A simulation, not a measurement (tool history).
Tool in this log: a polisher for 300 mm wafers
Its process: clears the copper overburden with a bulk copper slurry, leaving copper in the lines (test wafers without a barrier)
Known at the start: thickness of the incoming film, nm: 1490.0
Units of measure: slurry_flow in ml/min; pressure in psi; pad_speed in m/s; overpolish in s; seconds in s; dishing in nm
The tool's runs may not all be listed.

{"run": 1, "hour": 0.0, "slurry_flow": 245, "pressure": 3.2, "pad_speed": 1.32, "slurry_solids": 1, "overpolish": 27, "seconds": 107.13, "dishing": 132.62}
{"run": 2, "hour": 1.7, "slurry_flow": 245, "pressure": 3.2, "pad_speed": 1.02, "slurry_solids": 1, "overpolish": 27, "seconds": 138.53, "dishing": 120.34}
{"run": 3, "hour": 3.4, "slurry_flow": 250, "pressure": 3, "pad_speed": 1.06, "slurry_solids": 1.05, "overpolish": 24, "seconds": 138.14, "dishing": 109.01}
{"run": 4, "hour": 3.9, "slurry_flow": 250, "pressure": 3.5, "pad_speed": 1.06, "slurry_solids": 1.05, "overpolish": 24, "seconds": 123.14, "dishing": 117.07}
{"run": 5, "hour": 8.1, "slurry_flow": 250, "pressure": 3.5, "pad_speed": 1.06, "slurry_solids": 0.95, "overpolish": 24, "seconds": 123.83, "dishing": 120.44}
{"run": 6, "hour": 15.6, "slurry_flow": 250, "pressure": 3.5, "pad_speed": 1.06, "slurry_solids": 1.05, "overpolish": 24, "seconds": 126.51, "dishing": 121.59}
{"run": 7, "hour": 23.4, "slurry_flow": 250, "pressure": 3.4, "pad_speed": 1.06, "slurry_solids": 1.05, "overpolish": 22, "seconds": 125.24, "dishing": 114.07}
{"run": 8, "hour": 25.5, "slurry_flow": 250, "pressure": 3.3, "pad_speed": 1.06, "slurry_solids": 1.05, "overpolish": 20, "seconds": 128.55, "dishing": 104.07}
{"run": 9, "hour": 28.9, "slurry_flow": 250, "pressure": 3.2, "pad_speed": 1.06, "slurry_solids": 1.05, "overpolish": 19, "seconds": 132.48, "dishing": 104.07}
{"run": 10, "hour": 31.7, "slurry_flow": 250, "pressure": 3.1, "pad_speed": 1.06, "slurry_solids": 1.05, "overpolish": 18, "seconds": 133.82, "dishing": 98.401}
{"run": 11, "hour": 34.3, "slurry_flow": 250, "pressure": 3, "pad_speed": 1.06, "slurry_solids": 1.05, "overpolish": 18, "seconds": 137.45, "dishing": 96.629}
{"run": 12, "hour": 37.8, "slurry_flow": 250, "pressure": 2.9, "pad_speed": 1.06, "slurry_solids": 1.05, "overpolish": 18, "seconds": 144.49, "dishing": 96.271}

Run 13, settings as shown, results not yet in. Your forecast:
{"run": 13, "hour": 39.9, "slurry_flow": 250, "pressure": 2.9, "pad_speed": 1.06, "slurry_solids": 1.05, "overpolish": 17, "seconds": "?", "dishing": "?"}

seconds: 144.25 s
dishing: 92.354 nm

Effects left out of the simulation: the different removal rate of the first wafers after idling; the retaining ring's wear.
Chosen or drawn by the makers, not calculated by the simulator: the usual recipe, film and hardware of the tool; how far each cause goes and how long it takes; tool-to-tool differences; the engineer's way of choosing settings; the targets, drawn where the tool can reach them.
